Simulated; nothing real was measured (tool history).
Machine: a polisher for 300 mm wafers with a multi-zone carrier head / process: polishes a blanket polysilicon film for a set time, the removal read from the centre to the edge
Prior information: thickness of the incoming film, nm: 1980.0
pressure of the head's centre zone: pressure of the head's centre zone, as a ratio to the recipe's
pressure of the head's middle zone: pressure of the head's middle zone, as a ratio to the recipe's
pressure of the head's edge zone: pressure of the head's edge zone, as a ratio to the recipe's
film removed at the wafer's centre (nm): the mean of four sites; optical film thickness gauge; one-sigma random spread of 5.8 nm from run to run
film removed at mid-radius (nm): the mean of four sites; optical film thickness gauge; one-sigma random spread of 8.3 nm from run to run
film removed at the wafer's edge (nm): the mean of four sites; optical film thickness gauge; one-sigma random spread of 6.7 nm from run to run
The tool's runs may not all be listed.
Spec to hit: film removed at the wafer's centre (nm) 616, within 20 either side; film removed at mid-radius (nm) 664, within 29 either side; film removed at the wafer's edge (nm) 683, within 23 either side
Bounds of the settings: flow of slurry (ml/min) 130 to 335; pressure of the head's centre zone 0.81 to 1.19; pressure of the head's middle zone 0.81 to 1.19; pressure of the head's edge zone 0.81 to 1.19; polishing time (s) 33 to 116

run,hour,flow of slurry (ml/min),pressure of the head's centre zone,pressure of the head's middle zone,pressure of the head's edge zone,polishing time (s),film removed at the wafer's centre (nm),film removed at mid-radius (nm),film removed at the wafer's edge (nm)
1,0,215,1,1,1,74,547,559.36,553.92
2,7.7,225,1,1.01,1.04,76,569.27,579.43,569.23
3,15.7,220,0.98,1,1.04,79,578.51,612.91,599.78
4,16.4,220,0.98,1,1.04,94,688.93,703.77,715.26
5,22.8,215,0.97,0.99,1.03,93,678.95,705,691.73
6,31.5,210,0.96,0.97,1.05,93,657.27,673.25,702.08
7,33.7,205,0.95,0.97,1.05,93,666.04,694.15,695.53
8,35.7,205,0.95,0.97,1.05,93,654.59,679.24,698.59
9,40.6,200,0.94,0.97,1.05,93,648.37,672.58,699.78

Consider the 4 candidate settings below. Which is the only one whose results all fall within their allowed miss of target?
A,45.5,205,0.85,0.94,1.09,92,?,?,?
B,45.5,150,0.96,1.02,1.12,91,?,?,?
C,45.5,160,0.9,0.95,1.15,97,?,?,?
D,45.5,235,0.84,1.06,1.07,91,?,?,?

move,film removed at the wafer's centre (nm),film removed at mid-radius (nm),film removed at the wafer's edge (nm)
A,575.35,655.79,704.52
B,619.31,670.65,687.45
C,623.47,678.6,747.13
D,571.48,727.9,696.76
A: takes the result that was furthest off past its target
B: each result inside its tolerance
C: puts the biggest miss on target and leaves a different result outside tolerance
D: takes the result that was furthest off past its target
So the answer is move B, the one that meets all the targets.

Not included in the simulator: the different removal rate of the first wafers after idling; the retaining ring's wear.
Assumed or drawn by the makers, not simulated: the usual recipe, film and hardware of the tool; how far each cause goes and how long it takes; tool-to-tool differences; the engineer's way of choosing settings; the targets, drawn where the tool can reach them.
